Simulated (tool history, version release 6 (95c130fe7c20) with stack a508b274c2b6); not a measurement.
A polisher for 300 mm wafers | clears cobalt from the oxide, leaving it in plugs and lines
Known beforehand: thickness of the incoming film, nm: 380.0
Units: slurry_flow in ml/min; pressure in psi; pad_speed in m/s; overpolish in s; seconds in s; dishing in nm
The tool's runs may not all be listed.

Run 1, hour 0.0: slurry_flow 200 ml/min, pressure 1.7 psi, pad_speed 0.90 m/s, overpolish 14 s. Result: seconds 95.084 s, dishing 30.307 nm.
Run 2, hour 4.9: slurry_flow 205 ml/min, pressure 1.9 psi, pad_speed 0.90 m/s, overpolish 13 s. Result: seconds 85.409 s, dishing 30.341 nm.
Run 3, hour 7.9: slurry_flow 205 ml/min, pressure 1.9 psi, pad_speed 0.90 m/s, overpolish 18 s. Result: seconds 85.645 s, dishing 35.475 nm.
Run 4, hour 9.4: slurry_flow 205 ml/min, pressure 1.7 psi, pad_speed 0.90 m/s, overpolish 18 s. Result: seconds 94.819 s, dishing 35.468 nm.
Run 5, hour 11.4: slurry_flow 205 ml/min, pressure 1.9 psi, pad_speed 0.90 m/s, overpolish 17 s. Result: seconds 85.077 s, dishing 33.837 nm.
Run 6, hour 17.5: slurry_flow 205 ml/min, pressure 1.9 psi, pad_speed 1.08 m/s, overpolish 17 s. Result: seconds 71.149 s, dishing 36.031 nm.

The next listed run, before its measurement:
Run 7, hour 23.9: slurry_flow 205 ml/min, pressure 1.9 psi, pad_speed 1.08 m/s, overpolish 17 s. Result: seconds ?, dishing ?.

Run 7 measured seconds 71.492 s, dishing 36.314 nm.

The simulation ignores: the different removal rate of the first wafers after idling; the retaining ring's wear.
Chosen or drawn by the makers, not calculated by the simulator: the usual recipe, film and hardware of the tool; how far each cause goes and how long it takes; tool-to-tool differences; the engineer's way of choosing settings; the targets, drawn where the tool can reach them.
